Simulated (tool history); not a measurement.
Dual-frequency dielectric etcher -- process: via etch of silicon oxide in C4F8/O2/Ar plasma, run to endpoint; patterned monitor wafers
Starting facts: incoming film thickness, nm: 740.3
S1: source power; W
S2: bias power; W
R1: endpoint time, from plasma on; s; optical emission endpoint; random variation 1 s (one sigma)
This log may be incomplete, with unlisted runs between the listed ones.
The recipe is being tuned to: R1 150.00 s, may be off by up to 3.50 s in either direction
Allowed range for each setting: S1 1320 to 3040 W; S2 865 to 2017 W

{"run": 1, "hour": 0.0, "S1": 2180, "S2": 1441, "R1": 169.01}
{"run": 2, "hour": 1.7, "S1": 2180, "S2": 1341, "R1": 174.09}
{"run": 3, "hour": 3.4, "S1": 2180, "S2": 1591, "R1": 166.47}
{"run": 4, "hour": 5.7, "S1": 1950, "S2": 1591, "R1": 173.92}
{"run": 5, "hour": 8.8, "S1": 1950, "S2": 1793, "R1": 168.83}
{"run": 6, "hour": 13.2, "S1": 2140, "S2": 1793, "R1": 162.39}
{"run": 7, "hour": 17.8, "S1": 2260, "S2": 1817, "R1": 158.06}
{"run": 8, "hour": 20.7, "S1": 2260, "S2": 1817, "R1": 158.73}
{"run": 9, "hour": 27.6, "S1": 2350, "S2": 1837, "R1": 154.09}
{"run": 10, "hour": 34.5, "S1": 2390, "S2": 1844, "R1": 154.39}

Which one of the following 5 next-run settings gets every result inside its allowed miss? There is exactly one.
{"run": "A", "hour": 41.4, "S1": 2760, "S2": 2017, "R1": "?"}
{"run": "B", "hour": 41.4, "S1": 2830, "S2": 1634, "R1": "?"}
{"run": "C", "hour": 41.4, "S1": 2280, "S2": 1763, "R1": "?"}
{"run": "D", "hour": 41.4, "S1": 2900, "S2": 2017, "R1": "?"}
{"run": "E", "hour": 41.4, "S1": 2400, "S2": 1732, "R1": "?"}

move=A R1=144.99
move=B R1=151.45
move=C R1=160.91
move=D R1=142.37
move=E R1=158.65
A: the result that was furthest off in the last run now lies on the other side of its target
B: meets every target
C: lands further from the targets than the last run did
D: the result that was furthest off in the last run now lies on the other side of its target
E: lands further from the targets than the last run did
B meets every target.
